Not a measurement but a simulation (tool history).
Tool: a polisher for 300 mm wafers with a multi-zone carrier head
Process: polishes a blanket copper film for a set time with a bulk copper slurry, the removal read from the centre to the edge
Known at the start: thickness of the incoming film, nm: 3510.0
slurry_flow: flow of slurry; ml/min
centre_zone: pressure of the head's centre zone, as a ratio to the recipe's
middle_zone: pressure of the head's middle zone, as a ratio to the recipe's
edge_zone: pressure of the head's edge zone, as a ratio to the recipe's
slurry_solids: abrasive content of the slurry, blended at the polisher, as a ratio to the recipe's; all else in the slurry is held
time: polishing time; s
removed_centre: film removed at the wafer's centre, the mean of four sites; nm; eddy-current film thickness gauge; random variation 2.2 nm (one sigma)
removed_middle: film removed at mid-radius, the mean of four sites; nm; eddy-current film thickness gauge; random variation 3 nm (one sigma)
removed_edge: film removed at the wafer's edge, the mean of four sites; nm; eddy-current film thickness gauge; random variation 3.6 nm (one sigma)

run 1 day=0 | slurry_flow=210 centre_zone=1 middle_zone=1 edge_zone=1 slurry_solids=1 time=75 | removed_centre=541.28 removed_middle=538.3 removed_edge=551.96
run 2 day=0.212 | slurry_flow=210 centre_zone=1 middle_zone=1 edge_zone=0.92 slurry_solids=1 time=75 | removed_centre=541.23 removed_middle=548.59 removed_edge=522.45
run 3 day=0.375 | slurry_flow=210 centre_zone=0.99 middle_zone=1 edge_zone=0.9 slurry_solids=0.9 time=71 | removed_centre=498.53 removed_middle=498.76 removed_edge=480.48
run 4 day=0.45 | slurry_flow=250 centre_zone=0.99 middle_zone=1 edge_zone=0.9 slurry_solids=0.9 time=71 | removed_centre=506.05 removed_middle=510.7 removed_edge=494.18
run 5 day=0.625 | slurry_flow=250 centre_zone=0.99 middle_zone=1 edge_zone=0.9 slurry_solids=1.05 time=71 | removed_centre=528.67 removed_middle=534.19 removed_edge=513.04
run 6 day=0.725 | slurry_flow=235 centre_zone=0.98 middle_zone=1.01 edge_zone=0.88 slurry_solids=0.95 time=68 | removed_centre=486.08 removed_middle=495.39 removed_edge=472.45
run 7 day=0.829 | slurry_flow=220 centre_zone=0.97 middle_zone=1.03 edge_zone=0.87 slurry_solids=0.85 time=65 | removed_centre=439.89 removed_middle=466.04 removed_edge=428.58
run 8 day=1.017 | slurry_flow=220 centre_zone=0.97 middle_zone=1.03 edge_zone=0.87 slurry_solids=0.85 time=65 | removed_centre=444.58 removed_middle=464.85 removed_edge=432.1
run 9 day=1.117 | slurry_flow=210 centre_zone=0.96 middle_zone=1.04 edge_zone=0.86 slurry_solids=0.8 time=63 | removed_centre=410.75 removed_middle=441.37 removed_edge=403.86
run 10 day=1.154 | slurry_flow=200 centre_zone=0.96 middle_zone=1.05 edge_zone=0.85 slurry_solids=0.75 time=62 | removed_centre=398.51 removed_middle=428.17 removed_edge=387.19
run 11 day=1.296 | slurry_flow=190 centre_zone=0.95 middle_zone=1.06 edge_zone=0.84 slurry_solids=0.7 time=61 | removed_centre=372.05 removed_middle=411.54 removed_edge=368.78

Forecast run 12:
run 12 day=1.35 | slurry_flow=190 centre_zone=0.95 middle_zone=1.06 edge_zone=0.84 slurry_solids=0.7 time=61 | removed_centre=? removed_middle=? removed_edge=?

removed_centre: 374.49 nm
removed_middle: 414.61 nm
removed_edge: 371.11 nm
